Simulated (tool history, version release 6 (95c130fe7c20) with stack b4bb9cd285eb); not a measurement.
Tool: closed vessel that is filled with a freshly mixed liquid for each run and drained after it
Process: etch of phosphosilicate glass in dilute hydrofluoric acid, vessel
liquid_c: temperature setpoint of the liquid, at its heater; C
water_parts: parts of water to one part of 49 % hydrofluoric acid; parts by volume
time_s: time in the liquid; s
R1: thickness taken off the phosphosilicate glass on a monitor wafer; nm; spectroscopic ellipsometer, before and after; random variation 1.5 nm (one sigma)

{"run": 1, "hour": 0.0, "liquid_c": 20.0, "water_parts": 250, "time_s": 105, "R1": 56.873}
{"run": 2, "hour": 7.9, "liquid_c": 21.0, "water_parts": 225, "time_s": 105, "R1": 67.492}
{"run": 3, "hour": 12.5, "liquid_c": 21.0, "water_parts": 225, "time_s": 105, "R1": 66.87}
{"run": 4, "hour": 15.3, "liquid_c": 22.0, "water_parts": 205, "time_s": 105, "R1": 76.927}
{"run": 5, "hour": 18.2, "liquid_c": 23.0, "water_parts": 190, "time_s": 105, "R1": 90.292}
{"run": 6, "hour": 19.3, "liquid_c": 24.0, "water_parts": 180, "time_s": 105, "R1": 98.638}
{"run": 7, "hour": 25.7, "liquid_c": 24.5, "water_parts": 175, "time_s": 105, "R1": 103.95}
{"run": 8, "hour": 33.4, "liquid_c": 25.0, "water_parts": 170, "time_s": 105, "R1": 110.18}

Forecast run 9:
{"run": 9, "hour": 34.2, "liquid_c": 28.0, "water_parts": 125, "time_s": 105, "R1": "?"}

{"run 9": {"R1": 177.44}}

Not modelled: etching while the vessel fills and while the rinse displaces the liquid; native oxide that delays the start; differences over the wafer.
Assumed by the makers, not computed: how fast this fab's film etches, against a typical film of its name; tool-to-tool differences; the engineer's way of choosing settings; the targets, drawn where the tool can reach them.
